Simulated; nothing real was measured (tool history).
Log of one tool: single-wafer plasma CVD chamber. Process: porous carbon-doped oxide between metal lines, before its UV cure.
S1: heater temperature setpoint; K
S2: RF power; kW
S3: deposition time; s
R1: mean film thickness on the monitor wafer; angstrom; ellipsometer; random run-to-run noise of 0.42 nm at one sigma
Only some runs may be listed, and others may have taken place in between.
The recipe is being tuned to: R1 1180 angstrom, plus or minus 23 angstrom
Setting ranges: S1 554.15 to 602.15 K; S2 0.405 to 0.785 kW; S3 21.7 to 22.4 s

Run 1, hour 0: S1 578.15 K, S2 0.595 kW, S3 21.7 s. Result: R1 1360.1 angstrom.
Run 2, hour 8.8: S1 584.15 K, S2 0.585 kW, S3 21.7 s. Result: R1 1311.1 angstrom.
Run 3, hour 11.4: S1 584.15 K, S2 0.585 kW, S3 21.7 s. Result: R1 1299.6 angstrom.
Run 4, hour 20.3: S1 577.15 K, S2 0.585 kW, S3 21.7 s. Result: R1 1355.9 angstrom.
Run 5, hour 28.6: S1 577.15 K, S2 0.655 kW, S3 21.7 s. Result: R1 1433.1 angstrom.
Run 6, hour 31.5: S1 577.15 K, S2 0.655 kW, S3 21.7 s. Result: R1 1430 angstrom.
Run 7, hour 34.6: S1 584.15 K, S2 0.62 kW, S3 21.7 s. Result: R1 1343 angstrom.
Run 8, hour 37.8: S1 584.15 K, S2 0.62 kW, S3 21.7 s. Result: R1 1340.8 angstrom.
Run 9, hour 39.6: S1 589.15 K, S2 0.6 kW, S3 21.7 s. Result: R1 1278 angstrom.
Run 10, hour 44.1: S1 593.15 K, S2 0.595 kW, S3 21.7 s. Result: R1 1254.8 angstrom.
Run 11, hour 52.1: S1 595.15 K, S2 0.585 kW, S3 21.7 s. Result: R1 1235.3 angstrom.
Run 12, hour 56.5: S1 597.15 K, S2 0.58 kW, S3 21.7 s. Result: R1 1212.3 angstrom.
Run 13, hour 62: S1 598.15 K, S2 0.575 kW, S3 21.7 s. Result: R1 1216.7 angstrom.

Next run, 4 choices. One meets every target within its allowed miss, the rest don't. Which?
Run A, hour 67.5: S1 601.15 K, S2 0.655 kW, S3 22.3 s. Result: R1 ?.
Run B, hour 67.5: S1 599.15 K, S2 0.615 kW, S3 21.7 s. Result: R1 ?.
Run C, hour 67.5: S1 597.15 K, S2 0.56 kW, S3 22.4 s. Result: R1 ?.
Run D, hour 67.5: S1 602.15 K, S2 0.56 kW, S3 22.1 s. Result: R1 ?.

move      R1
   A  1290.6
   B  1233.9
   C    1233
   D  1187.4
A: misses by more than the last run did
B: misses by more than the last run did
C: misses by more than the last run did
D: every result lands within tolerance
The move that meets every target is D.
